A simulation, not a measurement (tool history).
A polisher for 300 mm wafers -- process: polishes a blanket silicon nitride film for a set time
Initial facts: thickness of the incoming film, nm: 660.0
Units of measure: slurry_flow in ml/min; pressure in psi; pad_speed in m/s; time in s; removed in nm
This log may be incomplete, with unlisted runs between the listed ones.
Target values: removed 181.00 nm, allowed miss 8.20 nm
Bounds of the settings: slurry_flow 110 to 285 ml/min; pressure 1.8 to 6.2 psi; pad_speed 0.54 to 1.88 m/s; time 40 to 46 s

{"run": 1, "hour": 0.0, "slurry_flow": 180, "pressure": 4.0, "pad_speed": 1.2, "time": 46, "removed": 110.0}
{"run": 2, "hour": 8.1, "slurry_flow": 180, "pressure": 4.6, "pad_speed": 1.22, "time": 46, "removed": 121.38}
{"run": 3, "hour": 15.9, "slurry_flow": 185, "pressure": 5.1, "pad_speed": 1.28, "time": 46, "removed": 142.41}
{"run": 4, "hour": 19.5, "slurry_flow": 185, "pressure": 5.8, "pad_speed": 1.28, "time": 46, "removed": 154.01}
{"run": 5, "hour": 24.4, "slurry_flow": 190, "pressure": 5.9, "pad_speed": 1.32, "time": 46, "removed": 163.88}
{"run": 6, "hour": 32.0, "slurry_flow": 190, "pressure": 5.1, "pad_speed": 1.32, "time": 46, "removed": 143.88}
{"run": 7, "hour": 36.1, "slurry_flow": 190, "pressure": 5.5, "pad_speed": 1.34, "time": 46, "removed": 157.87}
{"run": 8, "hour": 37.9, "slurry_flow": 195, "pressure": 5.7, "pad_speed": 1.34, "time": 46, "removed": 163.87}
{"run": 9, "hour": 40.0, "slurry_flow": 205, "pressure": 5.8, "pad_speed": 1.34, "time": 46, "removed": 164.91}
{"run": 10, "hour": 44.7, "slurry_flow": 205, "pressure": 5.9, "pad_speed": 1.36, "time": 46, "removed": 172.75}

Which one of the following 5 next-run settings gets every result inside its allowed miss? There is exactly one.
{"run": "A", "hour": 49.4, "slurry_flow": 235, "pressure": 5.8, "pad_speed": 1.42, "time": 40, "removed": "?"}
{"run": "B", "hour": 49.4, "slurry_flow": 175, "pressure": 6.2, "pad_speed": 1.42, "time": 40, "removed": "?"}
{"run": "C", "hour": 49.4, "slurry_flow": 230, "pressure": 5.9, "pad_speed": 1.74, "time": 40, "removed": "?"}
{"run": "D", "hour": 49.4, "slurry_flow": 205, "pressure": 5.6, "pad_speed": 1.38, "time": 44, "removed": "?"}
{"run": "E", "hour": 49.4, "slurry_flow": 200, "pressure": 5.5, "pad_speed": 1.36, "time": 46, "removed": "?"}

move=A removed=151.59
move=B removed=154.04
move=C removed=180.11
move=D removed=155.27
move=E removed=157.45
A: lands further from the targets than the last run did
B: lands further from the targets than the last run did
C: all results in spec
D: lands further from the targets than the last run did
E: lands further from the targets than the last run did
C meets every target.
